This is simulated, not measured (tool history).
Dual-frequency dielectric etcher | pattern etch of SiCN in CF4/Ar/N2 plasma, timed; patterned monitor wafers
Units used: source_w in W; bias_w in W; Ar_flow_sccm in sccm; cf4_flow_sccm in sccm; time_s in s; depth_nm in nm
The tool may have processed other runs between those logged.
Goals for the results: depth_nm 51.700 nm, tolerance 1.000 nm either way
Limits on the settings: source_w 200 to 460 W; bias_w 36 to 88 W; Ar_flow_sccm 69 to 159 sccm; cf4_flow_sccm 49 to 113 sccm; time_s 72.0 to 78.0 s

run 1 hour=0.0 | source_w=330 bias_w=62 Ar_flow_sccm=114 cf4_flow_sccm=81 time_s=78.0 | depth_nm=44.772
run 2 hour=8.1 | source_w=340 bias_w=62 Ar_flow_sccm=114 cf4_flow_sccm=81 time_s=78.0 | depth_nm=45.664
run 3 hour=12.1 | source_w=340 bias_w=53 Ar_flow_sccm=114 cf4_flow_sccm=81 time_s=78.0 | depth_nm=42.659
run 4 hour=20.3 | source_w=340 bias_w=53 Ar_flow_sccm=133 cf4_flow_sccm=81 time_s=78.0 | depth_nm=41.711
run 5 hour=25.2 | source_w=310 bias_w=53 Ar_flow_sccm=133 cf4_flow_sccm=81 time_s=78.0 | depth_nm=39.281
run 6 hour=32.4 | source_w=260 bias_w=53 Ar_flow_sccm=133 cf4_flow_sccm=81 time_s=78.0 | depth_nm=35.209
run 7 hour=35.1 | source_w=290 bias_w=54 Ar_flow_sccm=133 cf4_flow_sccm=81 time_s=78.0 | depth_nm=38.089
run 8 hour=42.7 | source_w=310 bias_w=54 Ar_flow_sccm=133 cf4_flow_sccm=81 time_s=78.0 | depth_nm=39.324
run 9 hour=51.0 | source_w=330 bias_w=54 Ar_flow_sccm=133 cf4_flow_sccm=81 time_s=78.0 | depth_nm=41.233
run 10 hour=56.2 | source_w=390 bias_w=56 Ar_flow_sccm=132 cf4_flow_sccm=81 time_s=78.0 | depth_nm=46.645
run 11 hour=59.5 | source_w=400 bias_w=56 Ar_flow_sccm=132 cf4_flow_sccm=81 time_s=78.0 | depth_nm=47.600
run 12 hour=60.7 | source_w=410 bias_w=56 Ar_flow_sccm=132 cf4_flow_sccm=81 time_s=78.0 | depth_nm=48.748

Which one of the following 4 next-run settings gets every result inside its allowed miss? There is exactly one.
run A hour=61.9 | source_w=440 bias_w=54 Ar_flow_sccm=133 cf4_flow_sccm=102 time_s=76.5 | depth_nm=?
run B hour=61.9 | source_w=420 bias_w=58 Ar_flow_sccm=127 cf4_flow_sccm=84 time_s=75.0 | depth_nm=?
run C hour=61.9 | source_w=460 bias_w=64 Ar_flow_sccm=159 cf4_flow_sccm=62 time_s=77.0 | depth_nm=?
run D hour=61.9 | source_w=390 bias_w=50 Ar_flow_sccm=119 cf4_flow_sccm=88 time_s=78.0 | depth_nm=?

move=A depth_nm=51.608
move=B depth_nm=48.682
move=C depth_nm=49.062
move=D depth_nm=46.379
A: in spec on every target
B: roughly where the last run was
C: nearer than the last run, and not there yet
D: its largest miss is bigger than the last run's
A is the move that brings every result within its allowed miss.
